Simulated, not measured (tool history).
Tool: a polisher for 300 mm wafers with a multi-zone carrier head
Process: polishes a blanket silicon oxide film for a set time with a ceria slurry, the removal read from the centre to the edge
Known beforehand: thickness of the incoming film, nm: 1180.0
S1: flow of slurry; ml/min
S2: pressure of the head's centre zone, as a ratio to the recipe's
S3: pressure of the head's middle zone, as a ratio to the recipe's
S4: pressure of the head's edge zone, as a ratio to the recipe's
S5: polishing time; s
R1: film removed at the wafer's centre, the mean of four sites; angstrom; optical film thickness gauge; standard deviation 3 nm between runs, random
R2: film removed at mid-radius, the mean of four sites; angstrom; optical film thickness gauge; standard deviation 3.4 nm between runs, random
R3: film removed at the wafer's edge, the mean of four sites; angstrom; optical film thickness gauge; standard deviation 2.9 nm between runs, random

run	hour	S1	S2	S3	S4	S5	R1	R2	R3
1	0.0	130	1.00	1.00	1.00	76	3110.6	3132.6	3196.7
2	0.7	135	0.99	0.97	1.05	77	3188.1	3195.6	3334.0
3	5.6	135	0.99	0.97	1.05	90	3690.1	3692.7	3954.8
4	9.4	135	0.91	0.97	1.05	90	3392.6	3668.4	3897.0
5	15.7	125	0.91	0.93	1.04	90	3326.9	3567.5	3825.6
6	23.2	125	0.91	0.93	0.97	90	3337.5	3472.4	3719.4

Expected results for the next run?
7	24.2	115	0.92	0.90	1.00	89	?	?	?

{"run 7": {"R1": 3283.6, "R2": 3376.3, "R3": 3771.4}}

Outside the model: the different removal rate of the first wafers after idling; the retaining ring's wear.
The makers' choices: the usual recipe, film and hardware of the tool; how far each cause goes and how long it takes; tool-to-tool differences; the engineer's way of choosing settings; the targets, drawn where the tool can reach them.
